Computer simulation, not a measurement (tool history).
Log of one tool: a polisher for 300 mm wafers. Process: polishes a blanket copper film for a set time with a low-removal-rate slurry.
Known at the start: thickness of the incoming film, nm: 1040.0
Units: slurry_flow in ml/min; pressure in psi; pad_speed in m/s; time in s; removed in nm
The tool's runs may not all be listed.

Run 1, hour 0.0: slurry_flow 200 ml/min, pressure 3.4 psi, pad_speed 1.26 m/s, slurry_solids 1.0, time 36 s. Result: removed 131.93 nm.
Run 2, hour 8.0: slurry_flow 195 ml/min, pressure 3.2 psi, pad_speed 1.26 m/s, slurry_solids 1.0, time 36 s. Result: removed 124.51 nm.
Run 3, hour 10.3: slurry_flow 190 ml/min, pressure 3.1 psi, pad_speed 1.26 m/s, slurry_solids 1.0, time 36 s. Result: removed 120.65 nm.
Run 4, hour 14.3: slurry_flow 185 ml/min, pressure 3.0 psi, pad_speed 1.26 m/s, slurry_solids 1.0, time 36 s. Result: removed 115.54 nm.
Run 5, hour 20.4: slurry_flow 175 ml/min, pressure 2.9 psi, pad_speed 1.26 m/s, slurry_solids 1.0, time 36 s. Result: removed 110.45 nm.
Run 6, hour 27.1: slurry_flow 165 ml/min, pressure 2.9 psi, pad_speed 1.26 m/s, slurry_solids 1.0, time 36 s. Result: removed 110.15 nm.

The next listed run, before its measurement:
Run 7, hour 34.2: slurry_flow 160 ml/min, pressure 2.9 psi, pad_speed 1.26 m/s, slurry_solids 1.0, time 36 s. Result: removed ?.

removed: 110.61 nm
